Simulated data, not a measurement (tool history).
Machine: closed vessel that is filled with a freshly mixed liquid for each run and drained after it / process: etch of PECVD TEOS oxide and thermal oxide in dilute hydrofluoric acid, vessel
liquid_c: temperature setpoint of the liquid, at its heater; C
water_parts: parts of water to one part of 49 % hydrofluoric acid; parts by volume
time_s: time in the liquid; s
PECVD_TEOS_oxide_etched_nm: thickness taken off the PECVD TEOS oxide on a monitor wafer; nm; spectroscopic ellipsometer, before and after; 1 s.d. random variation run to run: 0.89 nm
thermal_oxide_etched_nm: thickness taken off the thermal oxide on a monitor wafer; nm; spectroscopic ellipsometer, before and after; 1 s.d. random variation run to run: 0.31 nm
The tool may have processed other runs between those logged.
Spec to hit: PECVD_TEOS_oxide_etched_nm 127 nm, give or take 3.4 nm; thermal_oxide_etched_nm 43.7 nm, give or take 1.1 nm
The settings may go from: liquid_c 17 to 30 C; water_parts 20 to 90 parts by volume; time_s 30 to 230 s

{"run": 1, "hour": 0.0, "liquid_c": 22, "water_parts": 50, "time_s": 120, "PECVD_TEOS_oxide_etched_nm": 33.363, "thermal_oxide_etched_nm": 11.412}
{"run": 2, "hour": 8.0, "liquid_c": 22, "water_parts": 60, "time_s": 120, "PECVD_TEOS_oxide_etched_nm": 27.029, "thermal_oxide_etched_nm": 9.2881}
{"run": 3, "hour": 13.5, "liquid_c": 24.5, "water_parts": 45, "time_s": 135, "PECVD_TEOS_oxide_etched_nm": 46.422, "thermal_oxide_etched_nm": 15.819}
{"run": 4, "hour": 19.9, "liquid_c": 26, "water_parts": 35, "time_s": 145, "PECVD_TEOS_oxide_etched_nm": 69.524, "thermal_oxide_etched_nm": 24.028}
{"run": 5, "hour": 28.3, "liquid_c": 27, "water_parts": 30, "time_s": 150, "PECVD_TEOS_oxide_etched_nm": 87.395, "thermal_oxide_etched_nm": 29.936}
{"run": 6, "hour": 34.0, "liquid_c": 27, "water_parts": 30, "time_s": 180, "PECVD_TEOS_oxide_etched_nm": 105.21, "thermal_oxide_etched_nm": 35.833}
{"run": 7, "hour": 38.6, "liquid_c": 28, "water_parts": 30, "time_s": 180, "PECVD_TEOS_oxide_etched_nm": 109.17, "thermal_oxide_etched_nm": 37.891}
{"run": 8, "hour": 45.3, "liquid_c": 29.5, "water_parts": 25, "time_s": 180, "PECVD_TEOS_oxide_etched_nm": 140.12, "thermal_oxide_etched_nm": 48.796}
{"run": 9, "hour": 48.7, "liquid_c": 29, "water_parts": 25, "time_s": 180, "PECVD_TEOS_oxide_etched_nm": 136.75, "thermal_oxide_etched_nm": 46.9}
{"run": 10, "hour": 54.4, "liquid_c": 28.5, "water_parts": 25, "time_s": 180, "PECVD_TEOS_oxide_etched_nm": 133.67, "thermal_oxide_etched_nm": 46.227}
{"run": 11, "hour": 55.4, "liquid_c": 28, "water_parts": 25, "time_s": 180, "PECVD_TEOS_oxide_etched_nm": 132.82, "thermal_oxide_etched_nm": 45.583}

Exactly one of the 4 candidate moves below puts every result within its allowed miss. Which one?
{"run": "A", "hour": 56.4, "liquid_c": 24, "water_parts": 25, "time_s": 190, "PECVD_TEOS_oxide_etched_nm": "?", "thermal_oxide_etched_nm": "?"}
{"run": "B", "hour": 56.4, "liquid_c": 26, "water_parts": 25, "time_s": 180, "PECVD_TEOS_oxide_etched_nm": "?", "thermal_oxide_etched_nm": "?"}
{"run": "C", "hour": 56.4, "liquid_c": 27, "water_parts": 30, "time_s": 220, "PECVD_TEOS_oxide_etched_nm": "?", "thermal_oxide_etched_nm": "?"}
{"run": "D", "hour": 56.4, "liquid_c": 27, "water_parts": 25, "time_s": 170, "PECVD_TEOS_oxide_etched_nm": "?", "thermal_oxide_etched_nm": "?"}

move=A PECVD_TEOS_oxide_etched_nm=119.2 thermal_oxide_etched_nm=40.52
move=B PECVD_TEOS_oxide_etched_nm=122.75 thermal_oxide_etched_nm=41.729
move=C PECVD_TEOS_oxide_etched_nm=129.34 thermal_oxide_etched_nm=43.969
move=D PECVD_TEOS_oxide_etched_nm=120.82 thermal_oxide_etched_nm=41.071
A: the result that was furthest off in the last run now lies on the other side of its target
B: the result that was furthest off in the last run now lies on the other side of its target
C: all results in spec
D: the result that was furthest off in the last run now lies on the other side of its target
Go with C: it meets all targets.
